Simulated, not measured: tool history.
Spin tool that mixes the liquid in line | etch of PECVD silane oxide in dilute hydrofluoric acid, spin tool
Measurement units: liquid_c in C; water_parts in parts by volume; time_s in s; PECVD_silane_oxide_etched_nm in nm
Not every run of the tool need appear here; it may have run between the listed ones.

| run | hour | liquid_c | water_parts | time_s | PECVD_silane_oxide_etched_nm |
|---|---|---|---|---|---|
| 1 | 0.0 | 23.0 | 100 | 70 | 29.704 |
| 2 | 7.7 | 24.5 | 100 | 70 | 31.461 |
| 3 | 9.8 | 22.5 | 100 | 70 | 29.194 |
| 4 | 11.7 | 21.5 | 100 | 70 | 27.806 |
| 5 | 16.9 | 21.0 | 100 | 70 | 27.641 |
| 6 | 23.1 | 21.0 | 100 | 75 | 29.002 |

The next listed run, before its measurement:
| 7 | 31.4 | 20.0 | 100 | 75 | ? |

Run 7 yielded PECVD_silane_oxide_etched_nm 28.163 nm.
